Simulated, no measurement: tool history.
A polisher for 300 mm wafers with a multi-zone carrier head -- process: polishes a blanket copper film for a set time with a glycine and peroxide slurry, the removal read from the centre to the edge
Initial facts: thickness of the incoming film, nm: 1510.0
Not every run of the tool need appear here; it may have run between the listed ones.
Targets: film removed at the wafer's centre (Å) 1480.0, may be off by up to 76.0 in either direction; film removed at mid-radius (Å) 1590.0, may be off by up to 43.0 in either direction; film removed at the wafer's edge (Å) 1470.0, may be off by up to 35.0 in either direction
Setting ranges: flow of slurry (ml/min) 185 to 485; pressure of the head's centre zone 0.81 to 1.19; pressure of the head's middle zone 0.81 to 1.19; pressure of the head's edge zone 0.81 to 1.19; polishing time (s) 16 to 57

run  hour  flow of slurry (ml/min)  pressure of the head's centre zone  pressure of the head's middle zone  pressure of the head's edge zone  polishing time (s)  film removed at the wafer's centre (Å)  film removed at mid-radius (Å)  film removed at the wafer's edge (Å)
  1   0.0                      310                                1.00                                1.00                              1.00                  36                                  1322.0                          1368.6                                1324.5
  2   3.1                      325                                1.02                                1.03                              1.03                  36                                  1333.2                          1374.7                                1333.3
  3   6.5                      325                                1.09                                1.03                              1.03                  36                                  1510.9                          1396.3                                1360.2
  4  14.2                      350                                1.09                                1.03                              1.03                  36                                  1479.9                          1377.1                                1353.5
  5  16.6                      355                                1.08                                1.07                              1.05                  37                                  1473.1                          1472.3                                1401.0
  6  20.4                      355                                1.08                                1.09                              1.06                  37                                  1494.6                          1518.2                                1394.0
  7  23.5                      360                                1.07                                1.10                              1.08                  37                                  1489.0                          1510.2                                1417.4
  8  24.5                      360                                1.06                                1.11                              1.09                  37                                  1473.6                          1535.0                                1407.5
  9  32.1                      390                                1.04                                1.12                              1.17                  38                                  1526.3                          1611.5                                1527.6
 10  36.3                      390                                1.04                                1.12                              1.17                  38                                  1484.2                          1596.6                                1516.2
 11  39.3                      390                                1.04                                1.12                              1.16                  38                                  1512.5                          1604.5                                1515.5
 12  44.3                      385                                1.04                                1.12                              1.15                  38                                  1469.8                          1595.7                                1514.4

Which of these 5 next moves meets every target?
  A  49.3                      370                                0.90                                1.18                              1.16                  39                                       ?                               ?                                     ?
  B  49.3                      370                                0.89                                1.09                              1.16                  39                                       ?                               ?                                     ?
  C  49.3                      410                                1.07                                1.17                              1.19                  36                                       ?                               ?                                     ?
  D  49.3                      355                                1.02                                1.08                              1.15                  39                                       ?                               ?                                     ?
  E  49.3                      395                                0.89                                1.13                              1.19                  38                                       ?                               ?                                     ?

move  film removed at the wafer's centre (Å)  film removed at mid-radius (Å)  film removed at the wafer's edge (Å)
   A                                  1339.8                          1711.4                                1546.4
   B                                  1325.4                          1598.6                                1548.2
   C                                  1459.6                          1577.3                                1454.2
   D                                  1496.4                          1580.6                                1538.2
   E                                  1297.9                          1613.3                                1533.0
A: lands further from the targets than the last run did
B: lands further from the targets than the last run did
C: in spec on every target
D: lands further from the targets than the last run did
E: lands further from the targets than the last run did
Move C is the one to make.
